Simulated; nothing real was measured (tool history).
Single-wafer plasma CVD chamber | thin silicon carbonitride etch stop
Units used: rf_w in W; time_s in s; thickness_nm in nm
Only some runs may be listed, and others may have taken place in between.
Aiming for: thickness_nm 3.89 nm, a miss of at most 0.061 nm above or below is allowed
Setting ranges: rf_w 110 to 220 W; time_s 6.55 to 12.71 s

run	hour	rf_w	time_s	thickness_nm
1	0	165	9.63	5.3122
2	3.7	165	10.82	5.9281
3	12.1	155	9.88	5.3191
4	15.5	145	9.23	4.8845
5	19.3	135	8.79	4.5948
6	23	135	7.96	4.1104
7	25.4	130	7.89	4.0967
8	26.5	125	7.81	3.9963

Consider the 5 candidate settings below. Which is the only one whose results all fall within their allowed miss of target?
A	27.6	115	7.78	?
B	27.6	145	7.8	?
C	27.6	135	8	?
D	27.6	125	8.19	?
E	27.6	110	8.41	?

move	thickness_nm
A	3.8747
B	4.1153
C	4.1454
D	4.1633
E	4.1434
A: meets every target
B: the biggest miss grows against the last run
C: the biggest miss grows against the last run
D: the biggest miss grows against the last run
E: the biggest miss grows against the last run
A is the move that brings every result within its allowed miss.
